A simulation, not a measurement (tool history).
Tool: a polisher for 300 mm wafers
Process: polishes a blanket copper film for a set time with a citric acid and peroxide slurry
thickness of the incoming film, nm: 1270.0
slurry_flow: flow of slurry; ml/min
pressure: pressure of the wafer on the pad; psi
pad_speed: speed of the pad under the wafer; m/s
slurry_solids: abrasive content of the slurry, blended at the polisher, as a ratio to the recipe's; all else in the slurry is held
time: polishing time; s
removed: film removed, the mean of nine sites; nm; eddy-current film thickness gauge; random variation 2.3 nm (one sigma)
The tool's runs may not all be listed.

| run | hour | slurry_flow | pressure | pad_speed | slurry_solids | time | removed |
|---|---|---|---|---|---|---|---|
| 1 | 0.0 | 235 | 2.7 | 1.22 | 1.0 | 100 | 268.32 |
| 2 | 3.2 | 235 | 2.3 | 1.22 | 1.0 | 100 | 229.76 |
| 3 | 8.5 | 185 | 2.3 | 1.22 | 1.0 | 100 | 228.30 |
| 4 | 11.5 | 185 | 2.9 | 1.22 | 1.0 | 100 | 287.47 |
| 5 | 16.2 | 185 | 2.9 | 1.22 | 1.2 | 100 | 299.30 |
| 6 | 23.6 | 185 | 2.7 | 1.22 | 1.2 | 100 | 274.94 |

The next listed run, before its measurement:
| 7 | 28.6 | 185 | 2.5 | 1.22 | 1.2 | 100 | ? |

Run 7 gave removed 257.10 nm.
